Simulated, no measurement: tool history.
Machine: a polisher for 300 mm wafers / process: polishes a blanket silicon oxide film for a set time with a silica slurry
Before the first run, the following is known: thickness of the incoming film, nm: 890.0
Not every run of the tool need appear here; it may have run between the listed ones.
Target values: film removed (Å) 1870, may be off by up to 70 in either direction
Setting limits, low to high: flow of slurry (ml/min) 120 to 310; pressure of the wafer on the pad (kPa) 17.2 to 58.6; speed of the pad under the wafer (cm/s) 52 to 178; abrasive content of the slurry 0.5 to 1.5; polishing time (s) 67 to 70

run    day  flow of slurry (ml/min)  pressure of the wafer on the pad (kPa)  speed of the pad under the wafer (cm/s)  abrasive content of the slurry  polishing time (s)  film removed (Å)
  1      0                      200                                    37.9                                      114                               1                  67            2992.1
  2  0.054                      200                                    34.5                                      114                               1                  67            2749.8
  3  0.258                      200                                    34.5                                      114                               1                  67            2733.4
  4  0.588                      200                                    34.5                                      114                             1.1                  67            2844.7
  5  0.821                      200                                    34.5                                      114                            1.25                  67              2916
  6  1.017                      230                                    34.5                                      114                            1.25                  67            2944.6
  7  1.179                      230                                      31                                      114                            1.25                  67            2629.6
  8  1.229                      220                                    20.7                                      112                            1.25                  67            1792.9

5 next moves are on the table. One of them brings every result within its allowed miss. Which?
  A  1.279                      230                                    19.3                                      108                            1.25                  69                 ?
  B  1.279                      205                                    19.3                                      116                             1.2                  69                 ?
  C  1.279                      170                                    19.3                                      122                            1.25                  67                 ?
  D  1.279                      215                                      20                                      118                            1.45                  67                 ?
  E  1.279                      280                                    17.2                                      128                             1.3                  67                 ?

move  film removed (Å)
   A            1679.6
   B            1731.5
   C            1719.4
   D            1870.1
   E            1735.9
A: its largest miss is bigger than the last run's
B: its largest miss is bigger than the last run's
C: its largest miss is bigger than the last run's
D: in spec on every target
E: its largest miss is bigger than the last run's
Move D is the one to make.

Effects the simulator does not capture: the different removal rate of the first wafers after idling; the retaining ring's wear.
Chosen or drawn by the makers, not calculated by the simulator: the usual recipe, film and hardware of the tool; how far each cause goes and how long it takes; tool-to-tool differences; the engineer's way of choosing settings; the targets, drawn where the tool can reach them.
